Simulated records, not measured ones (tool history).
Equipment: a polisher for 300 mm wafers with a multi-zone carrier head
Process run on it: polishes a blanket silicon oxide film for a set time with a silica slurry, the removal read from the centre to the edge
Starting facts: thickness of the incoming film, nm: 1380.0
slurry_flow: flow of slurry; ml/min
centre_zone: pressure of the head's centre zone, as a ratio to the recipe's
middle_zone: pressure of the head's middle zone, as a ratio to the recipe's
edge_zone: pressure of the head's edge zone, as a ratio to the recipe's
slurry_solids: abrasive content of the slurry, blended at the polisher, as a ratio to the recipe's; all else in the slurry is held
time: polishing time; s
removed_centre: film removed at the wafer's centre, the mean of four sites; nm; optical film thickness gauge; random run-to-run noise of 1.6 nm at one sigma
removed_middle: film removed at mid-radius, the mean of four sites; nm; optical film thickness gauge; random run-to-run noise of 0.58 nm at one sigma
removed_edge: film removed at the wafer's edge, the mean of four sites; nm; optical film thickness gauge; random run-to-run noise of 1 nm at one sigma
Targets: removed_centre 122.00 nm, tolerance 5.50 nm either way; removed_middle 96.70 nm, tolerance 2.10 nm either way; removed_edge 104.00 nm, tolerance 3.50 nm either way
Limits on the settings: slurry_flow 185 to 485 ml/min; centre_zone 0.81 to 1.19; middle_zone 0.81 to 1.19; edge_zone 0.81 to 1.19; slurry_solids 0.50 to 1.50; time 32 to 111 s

run,hour,slurry_flow,centre_zone,middle_zone,edge_zone,slurry_solids,time,removed_centre,removed_middle,removed_edge
1,0.0,310,1.00,1.00,1.00,1.00,71,134.78,128.60,131.37
2,4.8,310,1.00,1.00,0.96,1.00,71,136.94,130.81,129.09
3,13.6,310,0.92,1.00,0.96,1.00,71,121.49,129.89,128.42
4,15.6,305,0.95,0.96,0.93,0.90,71,122.58,120.61,123.06
5,21.9,305,0.95,0.96,0.98,0.90,71,124.64,119.89,125.59
6,22.5,305,1.03,0.96,0.98,0.90,71,132.16,120.36,124.66
7,24.0,300,1.05,0.93,0.95,0.85,71,133.00,115.22,120.52
8,32.5,295,1.06,0.91,0.92,0.80,71,129.32,111.30,115.01
9,36.6,290,1.07,0.89,0.91,0.75,71,130.77,104.56,109.98
10,44.0,280,1.06,0.88,0.90,0.75,71,126.75,102.53,111.18
11,52.8,270,1.06,0.88,0.88,0.75,71,123.54,104.05,109.94
12,61.1,270,1.07,0.87,0.87,0.75,71,126.47,101.96,109.19
13,63.7,265,1.07,0.86,0.86,0.75,71,126.56,100.89,106.71
14,71.4,255,1.07,0.85,0.86,0.75,71,126.44,100.34,106.71

Exactly one of the 5 candidate moves below puts every result within its allowed miss. Which one?
A,79.1,260,1.17,0.90,0.82,0.70,72,?,?,?
B,79.1,255,1.06,0.88,0.84,0.70,72,?,?,?
C,79.1,250,1.07,0.86,0.86,0.90,64,?,?,?
D,79.1,370,1.07,0.91,0.85,0.65,71,?,?,?
E,79.1,280,1.12,0.82,0.87,0.80,72,?,?,?

move,removed_centre,removed_middle,removed_edge
A,138.99,102.26,104.50
B,125.54,100.23,105.48
C,124.09,96.32,104.49
D,125.92,102.01,104.11
E,141.38,100.68,113.94
A: further off than the last run
B: about the same distance from the targets as the last run
C: hits every target within its allowed miss
D: further off than the last run
E: further off than the last run
Answer: C
